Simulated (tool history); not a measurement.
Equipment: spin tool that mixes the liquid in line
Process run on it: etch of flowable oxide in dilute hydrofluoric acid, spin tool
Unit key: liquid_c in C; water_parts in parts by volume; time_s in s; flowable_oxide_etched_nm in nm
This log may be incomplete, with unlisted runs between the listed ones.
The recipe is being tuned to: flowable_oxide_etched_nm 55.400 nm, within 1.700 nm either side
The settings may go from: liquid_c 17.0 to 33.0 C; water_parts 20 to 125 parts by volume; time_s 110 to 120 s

Run 1, day 0.000: liquid_c 25.0 C, water_parts 70 parts by volume, time_s 110 s. Result: flowable_oxide_etched_nm 71.043 nm.
Run 2, day 0.062: liquid_c 25.0 C, water_parts 70 parts by volume, time_s 110 s. Result: flowable_oxide_etched_nm 70.354 nm.
Run 3, day 0.433: liquid_c 25.0 C, water_parts 50 parts by volume, time_s 110 s. Result: flowable_oxide_etched_nm 101.130 nm.
Run 4, day 0.617: liquid_c 25.0 C, water_parts 50 parts by volume, time_s 120 s. Result: flowable_oxide_etched_nm 110.910 nm.
Run 5, day 0.704: liquid_c 25.0 C, water_parts 30 parts by volume, time_s 120 s. Result: flowable_oxide_etched_nm 188.610 nm.
Run 6, day 0.946: liquid_c 25.0 C, water_parts 55 parts by volume, time_s 120 s. Result: flowable_oxide_etched_nm 99.024 nm.
Run 7, day 1.050: liquid_c 22.5 C, water_parts 60 parts by volume, time_s 120 s. Result: flowable_oxide_etched_nm 82.200 nm.
Run 8, day 1.108: liquid_c 21.0 C, water_parts 60 parts by volume, time_s 120 s. Result: flowable_oxide_etched_nm 77.369 nm.

Exactly one of the 4 candidate moves below puts every result within its allowed miss. Which one?
Run A, day 1.167: liquid_c 28.0 C, water_parts 55 parts by volume, time_s 120 s. Result: flowable_oxide_etched_nm ?.
Run B, day 1.167: liquid_c 23.0 C, water_parts 80 parts by volume, time_s 110 s. Result: flowable_oxide_etched_nm ?.
Run C, day 1.167: liquid_c 19.5 C, water_parts 75 parts by volume, time_s 110 s. Result: flowable_oxide_etched_nm ?.
Run D, day 1.167: liquid_c 17.5 C, water_parts 35 parts by volume, time_s 120 s. Result: flowable_oxide_etched_nm ?.

move  flowable_oxide_etched_nm
   A                   110.820
   B                    55.263
   C                    51.329
   D                   115.310
A: misses by more than the last run did
B: all results in spec
C: carries the result that was furthest off beyond its target, to the other side
D: misses by more than the last run did
The move that meets every target is B.
